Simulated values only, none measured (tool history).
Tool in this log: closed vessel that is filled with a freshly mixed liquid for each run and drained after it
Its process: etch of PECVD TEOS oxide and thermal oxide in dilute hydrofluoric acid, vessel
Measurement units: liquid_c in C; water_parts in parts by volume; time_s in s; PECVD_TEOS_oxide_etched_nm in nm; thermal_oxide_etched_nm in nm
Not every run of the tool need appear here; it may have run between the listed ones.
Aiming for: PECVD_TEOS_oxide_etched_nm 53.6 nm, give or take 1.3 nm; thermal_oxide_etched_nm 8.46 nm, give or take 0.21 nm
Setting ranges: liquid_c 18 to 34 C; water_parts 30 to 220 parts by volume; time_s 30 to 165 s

run,hour,liquid_c,water_parts,time_s,PECVD_TEOS_oxide_etched_nm,thermal_oxide_etched_nm
1,0,26,125,85,21.173,3.3449
2,3.9,26,95,85,29.072,4.6122
3,6.4,25,95,85,28.024,4.3756
4,9,25,80,85,33.855,5.3341
5,14.4,25,80,105,41.731,6.6481
6,17.7,25,115,105,27.678,4.3878
7,20.1,27,110,105,31.6,4.9195
8,22.5,28,100,105,36.547,5.7253
9,24.9,29.5,95,105,41.299,6.5031
10,30.7,30.5,95,105,42.339,6.7453
11,39.6,31.5,90,105,46.912,7.4365
12,41.2,32,90,105,48.165,7.6243
13,44.2,32.5,90,105,48.864,7.6917
14,45.3,33,90,105,49.409,7.8781

Pick the move, out of 5, that brings all results within their allowed miss; only one does.
A,46.4,34,60,65,?,?
B,46.4,34,55,55,?,?
C,46.4,34,75,85,?,?
D,46.4,34,100,100,?,?
E,46.4,31,65,85,?,?

move,PECVD_TEOS_oxide_etched_nm,thermal_oxide_etched_nm
A,50.473,7.9834
B,46.981,7.4311
C,51.518,8.1488
D,43.693,6.911
E,53.932,8.5305
A: nearer than the last run, and not there yet
B: misses by more than the last run did
C: nearer than the last run, and not there yet
D: misses by more than the last run did
E: in spec on every target
So the answer is move E, the one that meets all the targets.
